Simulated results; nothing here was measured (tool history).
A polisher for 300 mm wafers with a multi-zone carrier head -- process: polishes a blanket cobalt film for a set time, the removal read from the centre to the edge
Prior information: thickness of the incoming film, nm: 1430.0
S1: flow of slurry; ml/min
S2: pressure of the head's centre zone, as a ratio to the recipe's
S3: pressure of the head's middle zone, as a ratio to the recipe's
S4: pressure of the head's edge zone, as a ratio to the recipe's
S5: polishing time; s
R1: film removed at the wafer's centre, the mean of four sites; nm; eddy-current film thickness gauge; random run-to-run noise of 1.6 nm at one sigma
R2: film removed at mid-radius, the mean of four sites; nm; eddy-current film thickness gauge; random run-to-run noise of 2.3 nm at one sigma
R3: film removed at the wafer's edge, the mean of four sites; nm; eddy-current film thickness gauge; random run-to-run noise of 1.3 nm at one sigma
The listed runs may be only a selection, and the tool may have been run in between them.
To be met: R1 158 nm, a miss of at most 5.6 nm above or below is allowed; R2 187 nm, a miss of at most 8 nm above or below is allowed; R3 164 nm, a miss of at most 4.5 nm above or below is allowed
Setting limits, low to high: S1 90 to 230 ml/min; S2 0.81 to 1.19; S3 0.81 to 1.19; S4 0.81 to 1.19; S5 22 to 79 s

run	hour	S1	S2	S3	S4	S5	R1	R2	R3
1	0	150	1	1	1	50	200.47	197.02	187.25
2	6.3	150	1	1	1	59	234.27	235.55	224.32
3	10.7	140	0.95	1.01	0.96	55	203.83	215.69	199.17
4	18	130	0.91	1.01	0.92	54	183.39	208.8	193.34
5	25.5	130	0.91	1.02	0.9	52	178.21	203.46	183.99
6	33.9	130	0.91	1.02	0.83	52	183.6	204.12	174.39
7	37.3	130	0.91	1.02	0.83	52	180.89	199.6	178.38
8	38.3	125	0.9	1.03	0.82	51	173.61	198.16	169.71
9	43.1	115	0.89	1.02	0.82	51	168.92	191.94	170.01
10	44.3	110	0.88	1.03	0.82	51	162.13	196.21	167.73
11	50.1	105	0.88	1.02	0.82	51	165.51	189.03	166.4

Which one of the following 4 next-run settings gets every result inside its allowed miss? There is exactly one.
A	55.9	110	0.81	0.91	0.88	51	?	?	?
B	55.9	115	0.94	0.96	0.81	49	?	?	?
C	55.9	100	0.94	1.03	0.84	51	?	?	?
D	55.9	90	0.89	1.02	0.82	51	?	?	?

move	R1	R2	R3
A	153.27	180	172.47
B	172.8	179.26	160.57
C	174.46	188.64	166.57
D	161.06	183.68	162.42
A: meets the target for the result that was furthest off, but another lies outside its allowed miss
B: misses by more than the last run did
C: misses by more than the last run did
D: every result lands within tolerance
The right move is D.

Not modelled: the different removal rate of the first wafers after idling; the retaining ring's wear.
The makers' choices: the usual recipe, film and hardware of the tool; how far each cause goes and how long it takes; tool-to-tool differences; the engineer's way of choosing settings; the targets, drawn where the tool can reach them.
